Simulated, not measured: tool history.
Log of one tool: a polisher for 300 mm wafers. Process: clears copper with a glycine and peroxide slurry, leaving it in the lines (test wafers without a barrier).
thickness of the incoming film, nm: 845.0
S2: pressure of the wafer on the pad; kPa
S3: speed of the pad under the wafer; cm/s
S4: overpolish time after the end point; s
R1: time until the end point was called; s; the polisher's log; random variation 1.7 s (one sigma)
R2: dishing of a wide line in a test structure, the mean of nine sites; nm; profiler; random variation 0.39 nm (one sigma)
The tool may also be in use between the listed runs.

Run 1, day 0: flow of slurry (ml/min) 175, S2 16.5 kPa, S3 124 cm/s, S4 18 s. Result: R1 143.92 s, R2 28.699 nm.
Run 2, day 0.158: flow of slurry (ml/min) 170, S2 15.2 kPa, S3 124 cm/s, S4 20 s. Result: R1 155.6 s, R2 28.999 nm.
Run 3, day 0.254: flow of slurry (ml/min) 170, S2 15.2 kPa, S3 124 cm/s, S4 13 s. Result: R1 157.92 s, R2 26.402 nm.
Run 4, day 0.321: flow of slurry (ml/min) 170, S2 13.1 kPa, S3 124 cm/s, S4 13 s. Result: R1 174.59 s, R2 24.899 nm.
Run 5, day 0.596: flow of slurry (ml/min) 200, S2 13.1 kPa, S3 124 cm/s, S4 13 s. Result: R1 171.01 s, R2 25.104 nm.
Run 6, day 0.838: flow of slurry (ml/min) 200, S2 13.1 kPa, S3 124 cm/s, S4 5 s. Result: R1 169 s, R2 14.131 nm.
Run 7, day 1.171: flow of slurry (ml/min) 185, S2 12.4 kPa, S3 126 cm/s, S4 7 s. Result: R1 174.26 s, R2 17.455 nm.
Run 8, day 1.325: flow of slurry (ml/min) 135, S2 9.7 kPa, S3 132 cm/s, S4 13 s. Result: R1 211.66 s, R2 23.057 nm.

Forecast run 9:
Run 9, day 1.525: flow of slurry (ml/min) 105, S2 11.7 kPa, S3 138 cm/s, S4 22 s. Result: R1 ?, R2 ?.

Run 9 came out at R1 183.35 s, R2 28.519 nm.
